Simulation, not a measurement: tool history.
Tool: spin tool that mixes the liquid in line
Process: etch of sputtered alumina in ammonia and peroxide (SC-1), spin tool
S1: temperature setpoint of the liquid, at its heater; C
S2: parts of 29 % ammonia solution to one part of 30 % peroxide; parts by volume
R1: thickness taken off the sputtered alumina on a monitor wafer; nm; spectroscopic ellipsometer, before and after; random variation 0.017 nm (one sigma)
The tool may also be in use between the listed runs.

run 1 hour=0.0 | S1=60.0 S2=0.65 time_under_the_liquid_(s)=110 | R1=7.6647
run 2 hour=4.6 | S1=53.0 S2=0.65 time_under_the_liquid_(s)=110 | R1=5.3376
run 3 hour=6.3 | S1=52.0 S2=0.65 time_under_the_liquid_(s)=110 | R1=5.0719
run 4 hour=8.2 | S1=52.0 S2=0.50 time_under_the_liquid_(s)=110 | R1=4.9063
run 5 hour=11.8 | S1=51.5 S2=0.50 time_under_the_liquid_(s)=110 | R1=4.7978
run 6 hour=15.2 | S1=51.5 S2=0.65 time_under_the_liquid_(s)=110 | R1=4.9158
run 7 hour=17.6 | S1=51.0 S2=0.65 time_under_the_liquid_(s)=110 | R1=4.8040
run 8 hour=24.3 | S1=50.5 S2=0.65 time_under_the_liquid_(s)=110 | R1=4.6715

The next listed run, before its measurement:
run 9 hour=31.9 | S1=50.0 S2=0.65 time_under_the_liquid_(s)=110 | R1=?

R1: 4.5060 nm
